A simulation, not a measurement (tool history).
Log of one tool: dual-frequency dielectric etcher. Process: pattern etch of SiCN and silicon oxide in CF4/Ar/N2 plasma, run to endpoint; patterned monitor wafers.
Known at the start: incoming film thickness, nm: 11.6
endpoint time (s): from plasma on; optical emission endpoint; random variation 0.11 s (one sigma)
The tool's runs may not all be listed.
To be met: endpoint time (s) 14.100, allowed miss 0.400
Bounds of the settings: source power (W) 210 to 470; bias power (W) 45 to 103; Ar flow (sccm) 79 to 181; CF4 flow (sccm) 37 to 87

{"run": 1, "hour": 0.0, "source power (W)": 340, "bias power (W)": 74, "Ar flow (sccm)": 130, "CF4 flow (sccm)": 62, "endpoint time (s)": 17.663}
{"run": 2, "hour": 1.7, "source power (W)": 370, "bias power (W)": 74, "Ar flow (sccm)": 130, "CF4 flow (sccm)": 62, "endpoint time (s)": 15.98}
{"run": 3, "hour": 8.7, "source power (W)": 380, "bias power (W)": 74, "Ar flow (sccm)": 130, "CF4 flow (sccm)": 62, "endpoint time (s)": 15.781}
{"run": 4, "hour": 12.8, "source power (W)": 380, "bias power (W)": 68, "Ar flow (sccm)": 130, "CF4 flow (sccm)": 62, "endpoint time (s)": 16.176}
{"run": 5, "hour": 15.6, "source power (W)": 380, "bias power (W)": 68, "Ar flow (sccm)": 130, "CF4 flow (sccm)": 68, "endpoint time (s)": 15.963}
{"run": 6, "hour": 16.2, "source power (W)": 390, "bias power (W)": 68, "Ar flow (sccm)": 130, "CF4 flow (sccm)": 68, "endpoint time (s)": 15.701}
{"run": 7, "hour": 22.2, "source power (W)": 400, "bias power (W)": 68, "Ar flow (sccm)": 130, "CF4 flow (sccm)": 68, "endpoint time (s)": 15.27}
{"run": 8, "hour": 26.1, "source power (W)": 410, "bias power (W)": 68, "Ar flow (sccm)": 130, "CF4 flow (sccm)": 68, "endpoint time (s)": 14.929}
{"run": 9, "hour": 29.3, "source power (W)": 420, "bias power (W)": 69, "Ar flow (sccm)": 130, "CF4 flow (sccm)": 68, "endpoint time (s)": 14.435}

4 next moves are on the table. One of them brings every result within its allowed miss. Which?
{"run": "A", "hour": 32.5, "source power (W)": 400, "bias power (W)": 53, "Ar flow (sccm)": 108, "CF4 flow (sccm)": 76, "endpoint time (s)": "?"}
{"run": "B", "hour": 32.5, "source power (W)": 400, "bias power (W)": 68, "Ar flow (sccm)": 131, "CF4 flow (sccm)": 79, "endpoint time (s)": "?"}
{"run": "C", "hour": 32.5, "source power (W)": 430, "bias power (W)": 63, "Ar flow (sccm)": 133, "CF4 flow (sccm)": 65, "endpoint time (s)": "?"}
{"run": "D", "hour": 32.5, "source power (W)": 420, "bias power (W)": 73, "Ar flow (sccm)": 124, "CF4 flow (sccm)": 67, "endpoint time (s)": "?"}

move=A endpoint_time_(s)=15.628
move=B endpoint_time_(s)=14.915
move=C endpoint_time_(s)=14.893
move=D endpoint_time_(s)=14.214
A: further off than the last run
B: further off than the last run
C: further off than the last run
D: meets every target
The right move is D.
